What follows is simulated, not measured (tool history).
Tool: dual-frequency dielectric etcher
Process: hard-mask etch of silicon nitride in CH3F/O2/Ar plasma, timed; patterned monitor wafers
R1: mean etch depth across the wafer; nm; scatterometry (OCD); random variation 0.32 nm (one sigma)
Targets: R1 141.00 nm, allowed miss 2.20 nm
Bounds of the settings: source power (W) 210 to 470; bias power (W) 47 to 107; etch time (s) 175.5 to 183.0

Run 1, hour 0.0: source power (W) 340, bias power (W) 77, etch time (s) 175.5. Result: R1 119.72 nm.
Run 2, hour 7.2: source power (W) 340, bias power (W) 66, etch time (s) 175.5. Result: R1 112.14 nm.
Run 3, hour 9.6: source power (W) 380, bias power (W) 72, etch time (s) 176.0. Result: R1 121.06 nm.
Run 4, hour 12.4: source power (W) 380, bias power (W) 63, etch time (s) 176.0. Result: R1 114.64 nm.
Run 5, hour 16.5: source power (W) 380, bias power (W) 63, etch time (s) 175.5. Result: R1 113.84 nm.
Run 6, hour 24.7: source power (W) 400, bias power (W) 71, etch time (s) 176.0. Result: R1 122.60 nm.
Run 7, hour 28.5: source power (W) 420, bias power (W) 75, etch time (s) 176.5. Result: R1 127.28 nm.
Run 8, hour 35.1: source power (W) 430, bias power (W) 79, etch time (s) 177.0. Result: R1 131.51 nm.
Run 9, hour 40.3: source power (W) 440, bias power (W) 81, etch time (s) 177.0. Result: R1 134.74 nm.
Run 10, hour 48.8: source power (W) 450, bias power (W) 82, etch time (s) 177.0. Result: R1 135.71 nm.
Run 11, hour 49.6: source power (W) 460, bias power (W) 83, etch time (s) 177.0. Result: R1 137.79 nm.
Run 12, hour 58.3: source power (W) 460, bias power (W) 84, etch time (s) 177.0. Result: R1 138.52 nm.

Which of these 5 next moves meets every target?
Run A, hour 67.0: source power (W) 460, bias power (W) 81, etch time (s) 178.0. Result: R1 ?.
Run B, hour 67.0: source power (W) 450, bias power (W) 82, etch time (s) 177.5. Result: R1 ?.
Run C, hour 67.0: source power (W) 450, bias power (W) 81, etch time (s) 177.0. Result: R1 ?.
Run D, hour 67.0: source power (W) 460, bias power (W) 82, etch time (s) 181.5. Result: R1 ?.
Run E, hour 67.0: source power (W) 470, bias power (W) 72, etch time (s) 179.0. Result: R1 ?.

move      R1
   A  137.40
   B  136.71
   C  135.63
   D  140.82
   E  132.55
A: further off than the last run
B: further off than the last run
C: further off than the last run
D: meets every target
E: further off than the last run
Answer: D
